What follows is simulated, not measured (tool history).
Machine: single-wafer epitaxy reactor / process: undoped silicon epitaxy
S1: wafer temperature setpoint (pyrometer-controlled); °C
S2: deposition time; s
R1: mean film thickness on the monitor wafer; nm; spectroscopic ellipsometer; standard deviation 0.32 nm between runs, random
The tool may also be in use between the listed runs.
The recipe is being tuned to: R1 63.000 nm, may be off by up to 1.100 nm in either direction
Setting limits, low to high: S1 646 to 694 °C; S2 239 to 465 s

| run | hour | S1 | S2 | R1 |
|---|---|---|---|---|
| 1 | 0.0 | 670 | 352 | 91.002 |
| 2 | 2.8 | 670 | 325 | 83.429 |
| 3 | 3.6 | 668 | 325 | 81.227 |
| 4 | 6.8 | 678 | 325 | 96.790 |
| 5 | 8.8 | 675 | 325 | 91.657 |
| 6 | 11.2 | 682 | 325 | 103.680 |
| 7 | 16.7 | 678 | 325 | 96.421 |
| 8 | 18.8 | 666 | 322 | 77.350 |
| 9 | 24.1 | 664 | 322 | 73.610 |
| 10 | 24.9 | 663 | 322 | 72.319 |

5 candidate next runs follow, results not yet known. Just one meets every target within its allowed miss. Identify it.
| A | 25.7 | 653 | 316 | ? |
| B | 25.7 | 663 | 281 | ? |
| C | 25.7 | 658 | 320 | ? |
| D | 25.7 | 663 | 291 | ? |
| E | 25.7 | 661 | 303 | ? |

| move | R1 |
|---|---|
| A | 59.685 |
| B | 64.044 |
| C | 66.423 |
| D | 66.323 |
| E | 66.530 |
A: takes the result that was furthest off past its target
B: hits every target within its allowed miss
C: gains on the last run, yet a result remains outside its allowed miss
D: gains on the last run, yet a result remains outside its allowed miss
E: gains on the last run, yet a result remains outside its allowed miss
Move B is the one to make.
